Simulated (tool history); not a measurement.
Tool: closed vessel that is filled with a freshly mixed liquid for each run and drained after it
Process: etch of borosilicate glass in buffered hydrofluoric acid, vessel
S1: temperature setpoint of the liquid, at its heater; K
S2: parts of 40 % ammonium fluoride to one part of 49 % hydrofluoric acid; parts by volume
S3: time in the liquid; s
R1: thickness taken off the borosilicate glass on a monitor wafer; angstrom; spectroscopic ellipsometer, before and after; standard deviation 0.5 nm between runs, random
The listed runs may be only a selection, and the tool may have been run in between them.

Run 1, hour 0.0: S1 295.15 K, S2 14.5 parts by volume, S3 100 s. Result: R1 747.94 angstrom.
Run 2, hour 3.6: S1 296.65 K, S2 13.5 parts by volume, S3 100 s. Result: R1 871.87 angstrom.
Run 3, hour 11.0: S1 296.65 K, S2 11.0 parts by volume, S3 100 s. Result: R1 1068.30 angstrom.
Run 4, hour 19.5: S1 297.65 K, S2 11.0 parts by volume, S3 100 s. Result: R1 1128.10 angstrom.
Run 5, hour 20.8: S1 297.65 K, S2 14.0 parts by volume, S3 100 s. Result: R1 888.00 angstrom.
Run 6, hour 24.4: S1 297.65 K, S2 14.0 parts by volume, S3 100 s. Result: R1 885.87 angstrom.
Run 7, hour 30.9: S1 298.65 K, S2 13.5 parts by volume, S3 100 s. Result: R1 968.99 angstrom.
Run 8, hour 38.7: S1 299.65 K, S2 13.0 parts by volume, S3 100 s. Result: R1 1068.00 angstrom.
Run 9, hour 41.4: S1 300.15 K, S2 12.5 parts by volume, S3 100 s. Result: R1 1137.90 angstrom.
Run 10, hour 46.5: S1 303.15 K, S2 10.5 parts by volume, S3 100 s. Result: R1 1583.20 angstrom.

The next listed run, before its measurement:
Run 11, hour 49.3: S1 302.65 K, S2 10.5 parts by volume, S3 100 s. Result: R1 ?.

Run 11 yielded R1 1538.60 angstrom.
